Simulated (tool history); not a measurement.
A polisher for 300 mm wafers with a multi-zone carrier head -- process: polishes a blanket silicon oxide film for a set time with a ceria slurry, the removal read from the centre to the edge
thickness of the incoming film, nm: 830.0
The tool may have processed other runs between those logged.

run	hour	flow of slurry (ml/min)	pressure of the head's centre zone	pressure of the head's middle zone	pressure of the head's edge zone	polishing time (s)	film removed at the wafer's centre (nm)	film removed at mid-radius (nm)	film removed at the wafer's edge (nm)
1	0.0	245	1.00	1.00	1.00	38	142.07	135.84	137.29
2	5.2	245	0.92	1.00	1.00	38	130.39	134.22	136.60
3	11.3	250	0.92	1.01	1.04	39	131.58	140.39	141.52
4	20.3	250	0.92	1.01	1.07	39	131.09	139.49	143.14
5	22.1	250	0.92	1.01	1.09	40	135.59	142.65	147.56
6	27.3	250	0.92	1.01	1.15	40	133.86	143.57	153.64
7	35.3	255	0.93	1.01	1.16	41	141.29	146.41	159.25
8	37.0	260	0.93	1.02	1.17	42	146.33	154.57	163.16
9	45.2	265	0.93	1.02	1.17	42	144.17	154.68	163.15
10	48.5	270	0.93	1.02	1.17	42	148.79	155.29	164.15

Estimate the outcome of run 11 from the log above:
11	54.5	275	0.92	1.01	1.18	43	?	?	?

{"run 11": {"film removed at the wafer's centre (nm)": 148.05, "film removed at mid-radius (nm)": 155.68, "film removed at the wafer's edge (nm)": 168.57}}
